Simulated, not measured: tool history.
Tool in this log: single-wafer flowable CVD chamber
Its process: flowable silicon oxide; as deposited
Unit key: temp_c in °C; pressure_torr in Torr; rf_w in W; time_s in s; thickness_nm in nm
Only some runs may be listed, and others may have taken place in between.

run 1 day=0 | temp_c=105 pressure_torr=0.749 rf_w=1820 time_s=666 | thickness_nm=329.42
run 2 day=0.242 | temp_c=102 pressure_torr=0.75 rf_w=1820 time_s=666 | thickness_nm=369.16
run 3 day=0.392 | temp_c=102 pressure_torr=0.75 rf_w=1820 time_s=634 | thickness_nm=350.78
run 4 day=0.638 | temp_c=99 pressure_torr=0.751 rf_w=1820 time_s=634 | thickness_nm=393.08
-- day=0.842 thermocouple changed; heater temperature recalibrated
run 5 day=0.842 | temp_c=99 pressure_torr=0.751 rf_w=1570 time_s=634 | thickness_nm=326.41
run 6 day=1.146 | temp_c=95 pressure_torr=0.752 rf_w=1570 time_s=634 | thickness_nm=376.95

Expected results for the next run?
run 7 day=1.325 | temp_c=93 pressure_torr=0.752 rf_w=1570 time_s=634 | thickness_nm=?

thickness_nm: 408.79 nm
